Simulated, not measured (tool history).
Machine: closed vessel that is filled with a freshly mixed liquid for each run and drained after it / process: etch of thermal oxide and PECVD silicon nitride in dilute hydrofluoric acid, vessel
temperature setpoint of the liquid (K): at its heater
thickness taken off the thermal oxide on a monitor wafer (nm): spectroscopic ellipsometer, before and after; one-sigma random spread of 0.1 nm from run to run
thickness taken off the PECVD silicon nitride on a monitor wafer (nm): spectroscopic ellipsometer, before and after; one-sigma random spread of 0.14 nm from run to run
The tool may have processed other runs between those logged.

run,day,temperature setpoint of the liquid (K),parts of water to one part of 49 % hydrofluoric acid (parts by volume),time in the liquid (s),thickness taken off the thermal oxide on a monitor wafer (nm),thickness taken off the PECVD silicon nitride on a monitor wafer (nm)
1,0,296.15,275,295,3.6744,2.4705
2,0.238,296.65,245,315,4.6058,3.12
3,0.5,296.65,340,315,3.0436,2.2193
4,0.758,296.65,405,315,2.3739,1.8741
5,0.95,296.65,360,340,2.9906,2.2479
6,1.196,298.15,360,340,3.1867,2.4644
7,1.442,299.65,250,465,7.3964,5.3582
8,1.475,299.15,225,475,8.4921,5.8858
9,1.529,299.15,205,480,9.5072,6.6631
10,1.85,298.65,185,490,10.815,7.3263
11,2.171,298.15,170,490,11.798,7.6098
12,2.242,298.15,155,490,13.136,8.4327

For run 13, what comes out?
13,2.583,297.65,145,490,?,?

{"run 13": {"thickness taken off the thermal oxide on a monitor wafer (nm)": 13.895, "thickness taken off the PECVD silicon nitride on a monitor wafer (nm)": 8.7135}}
